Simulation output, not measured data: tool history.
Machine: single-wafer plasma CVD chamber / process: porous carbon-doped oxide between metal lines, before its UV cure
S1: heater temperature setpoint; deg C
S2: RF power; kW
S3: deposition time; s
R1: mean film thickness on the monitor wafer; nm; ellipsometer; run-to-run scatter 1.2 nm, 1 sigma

run	hour	S1	S2	S3	R1
1	0.0	295	0.400	37.5	194.21
2	6.8	295	0.400	37.5	194.55
3	12.3	295	0.360	37.5	173.95
4	20.6	292	0.365	37.5	179.62
5	28.1	290	0.370	37.5	184.91
6	36.8	297	0.370	37.5	177.46
7	43.0	294	0.375	37.5	181.88
8	43.5	291	0.380	37.5	188.79

The next listed run, before its measurement:
9	47.5	289	0.380	37.5	?

Run 9 came out at R1 190.49 nm.
